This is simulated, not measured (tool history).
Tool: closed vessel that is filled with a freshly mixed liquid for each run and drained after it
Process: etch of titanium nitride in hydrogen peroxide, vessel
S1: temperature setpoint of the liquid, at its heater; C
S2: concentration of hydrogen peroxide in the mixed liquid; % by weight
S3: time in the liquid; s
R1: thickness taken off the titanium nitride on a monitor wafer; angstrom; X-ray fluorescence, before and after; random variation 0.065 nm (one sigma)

run	hour	S1	S2	S3	R1
1	0.0	54.0	16.5	95	98.010
2	0.8	54.0	15.0	95	95.085
3	8.0	60.5	15.0	95	150.650
4	14.7	60.5	15.0	95	149.920
5	20.7	59.5	15.0	95	139.110
6	24.8	59.0	15.0	95	134.160

The next listed run, before its measurement:
7	31.0	58.5	15.0	95	?

{"run 7": {"R1": 130.76}}

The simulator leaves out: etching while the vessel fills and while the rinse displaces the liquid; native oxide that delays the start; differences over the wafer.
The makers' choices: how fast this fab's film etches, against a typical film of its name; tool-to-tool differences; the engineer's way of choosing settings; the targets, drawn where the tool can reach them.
